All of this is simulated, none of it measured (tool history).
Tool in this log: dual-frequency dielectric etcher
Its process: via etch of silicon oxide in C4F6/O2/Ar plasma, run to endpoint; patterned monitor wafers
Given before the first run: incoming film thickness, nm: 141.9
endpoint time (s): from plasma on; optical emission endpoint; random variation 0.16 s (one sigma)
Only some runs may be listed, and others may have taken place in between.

run,day,bias power (kW),source power (kW),Ar flow (sccm),endpoint time (s)
1,0.000,0.351,0.440,251,36.505
2,0.217,0.362,0.450,250,35.620
3,0.371,0.362,0.450,232,35.410
4,0.412,0.362,0.370,232,37.578
# day 0.729: source power generator calibrated
5,0.729,0.412,0.370,232,35.426
6,0.996,0.412,0.370,194,34.972
7,1.092,0.419,0.370,193,34.996
8,1.196,0.426,0.380,192,34.264
9,1.233,0.432,0.380,191,34.216
10,1.308,0.438,0.390,190,33.569
11,1.562,0.443,0.390,190,33.485

Predict the results of run 12:
12,1.650,0.447,0.390,189,?

{"run 12": {"endpoint time (s)": 32.989}}

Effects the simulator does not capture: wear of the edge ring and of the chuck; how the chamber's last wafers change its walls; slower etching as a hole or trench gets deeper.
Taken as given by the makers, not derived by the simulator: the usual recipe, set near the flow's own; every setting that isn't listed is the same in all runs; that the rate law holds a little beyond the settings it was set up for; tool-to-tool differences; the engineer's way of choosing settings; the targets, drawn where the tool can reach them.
